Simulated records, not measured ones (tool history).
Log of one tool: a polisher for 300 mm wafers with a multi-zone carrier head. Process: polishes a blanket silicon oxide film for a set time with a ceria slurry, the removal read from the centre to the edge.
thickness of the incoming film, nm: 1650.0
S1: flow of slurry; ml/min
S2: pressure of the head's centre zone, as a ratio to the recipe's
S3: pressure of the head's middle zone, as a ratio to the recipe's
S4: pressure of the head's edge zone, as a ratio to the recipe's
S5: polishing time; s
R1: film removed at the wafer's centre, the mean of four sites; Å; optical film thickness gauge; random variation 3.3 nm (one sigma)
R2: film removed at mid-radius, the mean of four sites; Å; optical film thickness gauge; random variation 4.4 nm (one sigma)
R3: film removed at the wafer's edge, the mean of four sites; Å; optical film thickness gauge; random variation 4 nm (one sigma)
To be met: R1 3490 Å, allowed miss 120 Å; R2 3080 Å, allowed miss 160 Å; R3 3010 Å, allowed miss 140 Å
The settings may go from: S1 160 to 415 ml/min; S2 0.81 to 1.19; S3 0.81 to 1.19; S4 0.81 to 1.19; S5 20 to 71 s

run	day	S1	S2	S3	S4	S5	R1	R2	R3
1	0	265	1	1	1	45	2729.3	2744.8	2735.5
2	0.125	275	1.04	1.01	1.01	46	2912.2	2867.6	2752.4
3	0.158	275	1.08	1.01	1.01	46	3004.4	2787	2764.6
4	0.338	275	1.03	1.01	1.01	46	2895.9	2921.3	2764.4
5	0.638	275	1.03	1.01	1.01	56	3456.6	3517.3	3345.4
6	0.771	275	1.03	1.09	1.01	56	3521.6	3623.8	3487.2
7	0.992	265	1.06	1.06	1	55	3481.4	3510	3273.2
8	1.067	265	1.08	1.03	1.01	54	3552.4	3408.2	3288.7

Which of these 5 next moves meets every target?
A	1.142	225	1.13	0.98	1.19	52	?	?	?
B	1.142	325	1.08	1.02	1.02	49	?	?	?
C	1.142	215	1.19	0.99	0.95	53	?	?	?
D	1.142	345	1.15	1.03	1.06	48	?	?	?
E	1.142	230	0.99	0.93	0.81	64	?	?	?

move	R1	R2	R3
A	3506.1	3132.8	3392.1
B	3314.4	3191.9	3063.9
C	3736.1	3198.5	3088.1
D	3480	3168.8	3069
E	3789	3706.7	3509.1
A: brings the result that was furthest off to its target, and leaves another outside
B: brings the result that was furthest off to its target, and leaves another outside
C: brings the result that was furthest off to its target, and leaves another outside
D: meets every target
E: further off than the last run
Answer: D

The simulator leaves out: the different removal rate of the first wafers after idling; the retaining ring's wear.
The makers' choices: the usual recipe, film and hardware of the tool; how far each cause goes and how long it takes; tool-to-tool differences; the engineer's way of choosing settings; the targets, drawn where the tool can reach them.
